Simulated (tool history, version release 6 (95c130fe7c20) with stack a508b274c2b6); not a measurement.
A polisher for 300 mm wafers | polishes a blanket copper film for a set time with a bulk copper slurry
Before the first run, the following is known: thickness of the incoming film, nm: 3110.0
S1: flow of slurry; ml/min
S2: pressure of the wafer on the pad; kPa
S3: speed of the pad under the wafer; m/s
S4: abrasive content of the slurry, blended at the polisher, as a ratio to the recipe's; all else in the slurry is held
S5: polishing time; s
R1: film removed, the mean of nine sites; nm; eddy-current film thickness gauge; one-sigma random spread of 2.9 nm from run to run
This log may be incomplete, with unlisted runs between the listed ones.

Run 1, hour 0.0: S1 245 ml/min, S2 15.9 kPa, S3 0.92 m/s, S4 1.0, S5 47 s. Result: R1 369.39 nm.
Run 2, hour 4.6: S1 200 ml/min, S2 15.9 kPa, S3 0.92 m/s, S4 1.0, S5 47 s. Result: R1 361.06 nm.
Run 3, hour 11.2: S1 200 ml/min, S2 15.9 kPa, S3 0.78 m/s, S4 1.0, S5 47 s. Result: R1 311.42 nm.
Run 4, hour 16.8: S1 200 ml/min, S2 15.9 kPa, S3 0.78 m/s, S4 1.0, S5 47 s. Result: R1 309.92 nm.
Run 5, hour 23.9: S1 200 ml/min, S2 15.9 kPa, S3 0.78 m/s, S4 0.8, S5 47 s. Result: R1 302.65 nm.
Run 6, hour 29.4: S1 250 ml/min, S2 15.9 kPa, S3 0.78 m/s, S4 0.8, S5 47 s. Result: R1 305.53 nm.

The next listed run, before its measurement:
Run 7, hour 35.8: S1 250 ml/min, S2 16.5 kPa, S3 0.78 m/s, S4 0.8, S5 47 s. Result: R1 ?.

R1: 320.95 nm
